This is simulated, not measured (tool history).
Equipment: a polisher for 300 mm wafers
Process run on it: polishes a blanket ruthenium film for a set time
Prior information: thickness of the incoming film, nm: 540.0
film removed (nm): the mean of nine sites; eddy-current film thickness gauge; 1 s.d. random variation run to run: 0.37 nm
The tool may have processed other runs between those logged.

run,day,flow of slurry (ml/min),pressure of the wafer on the pad (kPa),speed of the pad under the wafer (cm/s),polishing time (s),film removed (nm)
1,0.000,310,14.5,86,41,37.900
2,0.358,310,13.8,86,41,35.432
3,0.421,370,13.8,86,41,36.613
4,0.617,370,13.1,86,41,34.807
5,0.950,440,13.1,86,41,34.587
6,1.033,440,15.9,86,41,42.139
7,1.279,440,15.9,86,41,41.927

Run 8, settings as shown, results not yet in. Your forecast:
8,1.425,440,14.5,86,41,?

film removed (nm): 39.272
